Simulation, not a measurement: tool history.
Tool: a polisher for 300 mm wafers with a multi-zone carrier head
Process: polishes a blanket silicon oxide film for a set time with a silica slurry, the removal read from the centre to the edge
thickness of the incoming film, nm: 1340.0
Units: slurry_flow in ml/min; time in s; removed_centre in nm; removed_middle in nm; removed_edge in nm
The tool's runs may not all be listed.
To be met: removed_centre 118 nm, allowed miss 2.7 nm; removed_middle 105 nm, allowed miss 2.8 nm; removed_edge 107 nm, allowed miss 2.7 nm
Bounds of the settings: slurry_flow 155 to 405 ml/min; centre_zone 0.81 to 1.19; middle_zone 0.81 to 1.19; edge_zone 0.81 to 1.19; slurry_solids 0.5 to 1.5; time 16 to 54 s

Run 1, hour 0: slurry_flow 260 ml/min, centre_zone 1, middle_zone 1, edge_zone 1, slurry_solids 1, time 35 s. Result: removed_centre 132.29 nm, removed_middle 128.22 nm, removed_edge 128.19 nm.
Run 2, hour 6.7: slurry_flow 220 ml/min, centre_zone 1, middle_zone 1, edge_zone 1, slurry_solids 1, time 35 s. Result: removed_centre 130.02 nm, removed_middle 124.64 nm, removed_edge 126.32 nm.
Run 3, hour 8.6: slurry_flow 215 ml/min, centre_zone 1, middle_zone 0.98, edge_zone 0.96, slurry_solids 0.95, time 35 s. Result: removed_centre 125.65 nm, removed_middle 119.05 nm, removed_edge 121.65 nm.
Run 4, hour 17.2: slurry_flow 215 ml/min, centre_zone 1, middle_zone 0.98, edge_zone 0.96, slurry_solids 0.95, time 31 s. Result: removed_centre 109.49 nm, removed_middle 107.27 nm, removed_edge 107.72 nm.
Run 5, hour 17.8: slurry_flow 215 ml/min, centre_zone 0.93, middle_zone 0.98, edge_zone 0.96, slurry_solids 0.95, time 31 s. Result: removed_centre 102.85 nm, removed_middle 105.69 nm, removed_edge 107.7 nm.
Run 6, hour 22.8: slurry_flow 215 ml/min, centre_zone 0.93, middle_zone 0.98, edge_zone 1, slurry_solids 0.95, time 31 s. Result: removed_centre 102.35 nm, removed_middle 107.8 nm, removed_edge 109.79 nm.
Run 7, hour 28.1: slurry_flow 235 ml/min, centre_zone 0.96, middle_zone 0.97, edge_zone 0.98, slurry_solids 0.95, time 31 s. Result: removed_centre 107.26 nm, removed_middle 107.27 nm, removed_edge 109.53 nm.
Run 8, hour 35.4: slurry_flow 250 ml/min, centre_zone 0.98, middle_zone 0.96, edge_zone 0.96, slurry_solids 0.95, time 31 s. Result: removed_centre 111.12 nm, removed_middle 104.73 nm, removed_edge 109.31 nm.
Run 9, hour 37.8: slurry_flow 250 ml/min, centre_zone 0.98, middle_zone 0.96, edge_zone 0.96, slurry_solids 0.95, time 31 s. Result: removed_centre 111.67 nm, removed_middle 106.88 nm, removed_edge 108.66 nm.
Run 10, hour 43.9: slurry_flow 260 ml/min, centre_zone 0.99, middle_zone 0.95, edge_zone 0.95, slurry_solids 0.95, time 31 s. Result: removed_centre 114.34 nm, removed_middle 104.95 nm, removed_edge 110.01 nm.
Run 11, hour 48.2: slurry_flow 265 ml/min, centre_zone 1, middle_zone 0.95, edge_zone 0.93, slurry_solids 0.95, time 31 s. Result: removed_centre 114.6 nm, removed_middle 107.29 nm, removed_edge 108.62 nm.

Which of these 5 next moves meets every target?
Run A, hour 52.5: slurry_flow 195 ml/min, centre_zone 1, middle_zone 0.95, edge_zone 0.95, slurry_solids 1.2, time 29 s. Result: removed_centre ?, removed_middle ?, removed_edge ?.
Run B, hour 52.5: slurry_flow 260 ml/min, centre_zone 0.95, middle_zone 0.95, edge_zone 0.94, slurry_solids 0.9, time 33 s. Result: removed_centre ?, removed_middle ?, removed_edge ?.
Run C, hour 52.5: slurry_flow 305 ml/min, centre_zone 1.03, middle_zone 0.94, edge_zone 0.91, slurry_solids 1.15, time 28 s. Result: removed_centre ?, removed_middle ?, removed_edge ?.
Run D, hour 52.5: slurry_flow 240 ml/min, centre_zone 0.94, middle_zone 0.95, edge_zone 0.95, slurry_solids 0.85, time 34 s. Result: removed_centre ?, removed_middle ?, removed_edge ?.
Run E, hour 52.5: slurry_flow 350 ml/min, centre_zone 0.93, middle_zone 0.93, edge_zone 0.88, slurry_solids 1.15, time 29 s. Result: removed_centre ?, removed_middle ?, removed_edge ?.

move  removed_centre  removed_middle  removed_edge
   A          112.18           106.3        108.96
   B          112.05          111.35        112.48
   C          116.81          105.83        106.03
   D          110.05          110.66        112.54
   E          110.67          110.09         109.4
A: further off than the last run
B: further off than the last run
C: meets every target
D: further off than the last run
E: further off than the last run
Answer: C

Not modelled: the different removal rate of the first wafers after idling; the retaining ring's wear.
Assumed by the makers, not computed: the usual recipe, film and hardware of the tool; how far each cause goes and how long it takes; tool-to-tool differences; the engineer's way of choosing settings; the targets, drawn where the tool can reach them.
